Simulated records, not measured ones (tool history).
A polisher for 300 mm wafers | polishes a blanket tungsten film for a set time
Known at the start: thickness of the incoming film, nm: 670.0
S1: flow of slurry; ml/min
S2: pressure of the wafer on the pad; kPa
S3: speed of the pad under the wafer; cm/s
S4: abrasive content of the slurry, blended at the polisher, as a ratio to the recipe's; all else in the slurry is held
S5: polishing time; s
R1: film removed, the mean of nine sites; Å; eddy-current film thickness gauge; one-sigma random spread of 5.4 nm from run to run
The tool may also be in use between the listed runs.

| run | hour | S1 | S2 | S3 | S4 | S5 | R1 |
|---|---|---|---|---|---|---|---|
| 1 | 0 | 155 | 17.9 | 110 | 1 | 52 | 2221.8 |
| 2 | 4.9 | 155 | 20 | 112 | 1 | 52 | 2496.6 |
| 3 | 11.1 | 155 | 21.4 | 114 | 1 | 52 | 2772.4 |
| 4 | 16.8 | 155 | 22.8 | 116 | 1 | 52 | 2996 |
| 5 | 23.8 | 155 | 22.8 | 116 | 1 | 52 | 2985.7 |
| 6 | 28.4 | 155 | 23.4 | 118 | 1 | 52 | 3056 |
| 7 | 31.6 | 155 | 24.1 | 122 | 1 | 52 | 3300 |
| 8 | 33.9 | 155 | 24.8 | 124 | 1 | 52 | 3380.1 |

Run 9, settings as shown, results not yet in. Your forecast:
| 9 | 35.7 | 155 | 25.5 | 126 | 1 | 52 | ? |

Run 9 came out at R1 3633.6 Å.
